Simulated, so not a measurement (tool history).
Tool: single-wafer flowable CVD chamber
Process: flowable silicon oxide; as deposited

run,hour,heater temperature setpoint (K),chamber pressure (mTorr),RF power (W),deposition time (s),mean film thickness on the monitor wafer (Å)
1,0,363.15,1050,1990,614,6483.5
2,6.1,363.15,1050,2170,614,6562.4
3,6.7,363.15,1050,2170,634,6731
4,9.3,363.15,1050,2170,614,6602.1
5,15.4,366.15,1050,2170,614,5887.7
6,22.2,368.15,1050,2170,614,5408.8
7,22.9,370.15,1050,2170,614,5093.1
8,30.1,379.15,1050,2170,614,3592.9

Run 9 comes next. What will it give?
9,37.6,378.15,1050,2170,614,?

Run 9 gave mean film thickness on the monitor wafer (Å) 3712.8.
